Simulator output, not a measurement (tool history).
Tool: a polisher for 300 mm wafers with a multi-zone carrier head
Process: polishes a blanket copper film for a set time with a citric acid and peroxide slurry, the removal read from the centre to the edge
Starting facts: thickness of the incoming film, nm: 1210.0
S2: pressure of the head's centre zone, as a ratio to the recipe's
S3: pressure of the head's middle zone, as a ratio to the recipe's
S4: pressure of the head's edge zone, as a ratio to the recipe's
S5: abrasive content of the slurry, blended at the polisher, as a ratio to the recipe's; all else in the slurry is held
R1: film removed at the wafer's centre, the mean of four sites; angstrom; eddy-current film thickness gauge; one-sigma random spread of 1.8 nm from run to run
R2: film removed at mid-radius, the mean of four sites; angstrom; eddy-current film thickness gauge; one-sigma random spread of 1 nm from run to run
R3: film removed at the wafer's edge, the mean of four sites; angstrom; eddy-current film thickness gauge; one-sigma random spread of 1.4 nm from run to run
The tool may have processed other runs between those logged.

{"run": 1, "hour": 0.0, "flow of slurry (ml/min)": 295, "S2": 1.0, "S3": 1.0, "S4": 1.0, "S5": 1.0, "polishing time (s)": 89, "R1": 1194.4, "R2": 1246.4, "R3": 1226.5}
{"run": 2, "hour": 1.6, "flow of slurry (ml/min)": 295, "S2": 1.0, "S3": 1.0, "S4": 1.0, "S5": 1.1, "polishing time (s)": 89, "R1": 1244.3, "R2": 1297.5, "R3": 1274.3}
{"run": 3, "hour": 8.7, "flow of slurry (ml/min)": 295, "S2": 1.0, "S3": 0.94, "S4": 1.0, "S5": 1.1, "polishing time (s)": 89, "R1": 1234.5, "R2": 1230.6, "R3": 1241.5}
{"run": 4, "hour": 17.7, "flow of slurry (ml/min)": 280, "S2": 1.02, "S3": 0.92, "S4": 1.06, "S5": 1.25, "polishing time (s)": 92, "R1": 1361.2, "R2": 1261.3, "R3": 1352.5}
{"hour": 24.3, "done": "slurry nozzle cleaned"}
{"run": 5, "hour": 24.3, "flow of slurry (ml/min)": 290, "S2": 1.02, "S3": 0.93, "S4": 1.1, "S5": 1.35, "polishing time (s)": 94, "R1": 1461.5, "R2": 1380.7, "R3": 1470.0}
{"run": 6, "hour": 32.5, "flow of slurry (ml/min)": 290, "S2": 1.02, "S3": 1.01, "S4": 1.1, "S5": 1.35, "polishing time (s)": 94, "R1": 1437.1, "R2": 1472.6, "R3": 1471.5}
{"run": 7, "hour": 36.9, "flow of slurry (ml/min)": 295, "S2": 1.02, "S3": 0.97, "S4": 1.13, "S5": 1.4, "polishing time (s)": 95, "R1": 1470.3, "R2": 1458.8, "R3": 1510.4}
{"run": 8, "hour": 45.5, "flow of slurry (ml/min)": 290, "S2": 1.02, "S3": 0.94, "S4": 1.15, "S5": 1.45, "polishing time (s)": 97, "R1": 1492.6, "R2": 1458.1, "R3": 1587.8}
{"run": 9, "hour": 49.6, "flow of slurry (ml/min)": 295, "S2": 1.04, "S3": 0.93, "S4": 1.16, "S5": 1.45, "polishing time (s)": 97, "R1": 1543.5, "R2": 1440.2, "R3": 1562.4}

Expected results for the next run?
{"run": 10, "hour": 52.8, "flow of slurry (ml/min)": 290, "S2": 1.04, "S3": 0.91, "S4": 1.17, "S5": 1.45, "polishing time (s)": 98, "R1": "?", "R2": "?", "R3": "?"}

{"run 10": {"R1": 1587.7, "R2": 1430.8, "R3": 1617.3}}

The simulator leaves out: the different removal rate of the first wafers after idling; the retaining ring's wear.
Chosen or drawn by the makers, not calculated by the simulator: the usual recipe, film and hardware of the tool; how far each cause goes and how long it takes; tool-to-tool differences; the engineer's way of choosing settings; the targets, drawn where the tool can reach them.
